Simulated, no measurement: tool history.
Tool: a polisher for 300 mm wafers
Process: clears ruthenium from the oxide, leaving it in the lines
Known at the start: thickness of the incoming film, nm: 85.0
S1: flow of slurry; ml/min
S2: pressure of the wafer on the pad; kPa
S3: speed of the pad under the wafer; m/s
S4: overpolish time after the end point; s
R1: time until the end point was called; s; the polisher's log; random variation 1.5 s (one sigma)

| run | hour | S1 | S2 | S3 | S4 | R1 |
|---|---|---|---|---|---|---|
| 1 | 0.0 | 160 | 15.2 | 0.80 | 44 | 76.916 |
| 2 | 6.1 | 160 | 15.2 | 0.90 | 44 | 67.456 |
| 3 | 10.9 | 160 | 15.2 | 0.90 | 47 | 68.310 |
| 4 | 12.9 | 160 | 15.2 | 0.90 | 47 | 68.061 |
| 5 | 15.7 | 160 | 13.1 | 0.90 | 47 | 73.657 |
| 6 | 21.6 | 155 | 11.7 | 0.86 | 47 | 81.560 |
| 7 | 26.0 | 155 | 11.0 | 0.82 | 47 | 87.832 |
| 8 | 32.7 | 155 | 10.3 | 0.78 | 47 | 95.804 |
| 9 | 34.7 | 155 | 9.7 | 0.74 | 47 | 100.920 |

Forecast run 10:
| 10 | 37.1 | 155 | 9.0 | 0.70 | 47 | ? |

Run 10 gave R1 113.680 s.

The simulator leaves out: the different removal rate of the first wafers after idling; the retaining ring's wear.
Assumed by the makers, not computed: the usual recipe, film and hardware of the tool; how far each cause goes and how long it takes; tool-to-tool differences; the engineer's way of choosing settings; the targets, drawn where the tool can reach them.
